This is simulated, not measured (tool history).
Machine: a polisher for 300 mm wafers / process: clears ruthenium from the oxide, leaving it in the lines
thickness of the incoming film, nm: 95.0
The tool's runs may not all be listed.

| run | hour | flow of slurry (ml/min) | pressure of the wafer on the pad (psi) | speed of the pad under the wafer (cm/s) | overpolish time after the end point (s) | time until the end point was called (s) |
|---|---|---|---|---|---|---|
| 1 | 0.0 | 220 | 2.5 | 76 | 10 | 96.074 |
| 2 | 2.2 | 215 | 2.3 | 76 | 10 | 103.830 |
| 3 | 3.9 | 265 | 2.3 | 76 | 10 | 100.150 |
| 4 | 10.9 | 255 | 2.1 | 76 | 10 | 111.460 |
| 5 | 19.7 | 250 | 2.0 | 76 | 10 | 116.330 |
| 6 | 21.4 | 240 | 1.9 | 76 | 10 | 123.240 |
| 7 | 27.5 | 230 | 1.9 | 76 | 10 | 122.460 |

What will run 8 give?
| 8 | 35.6 | 225 | 1.8 | 76 | 10 | ? |

time until the end point was called (s): 130.760

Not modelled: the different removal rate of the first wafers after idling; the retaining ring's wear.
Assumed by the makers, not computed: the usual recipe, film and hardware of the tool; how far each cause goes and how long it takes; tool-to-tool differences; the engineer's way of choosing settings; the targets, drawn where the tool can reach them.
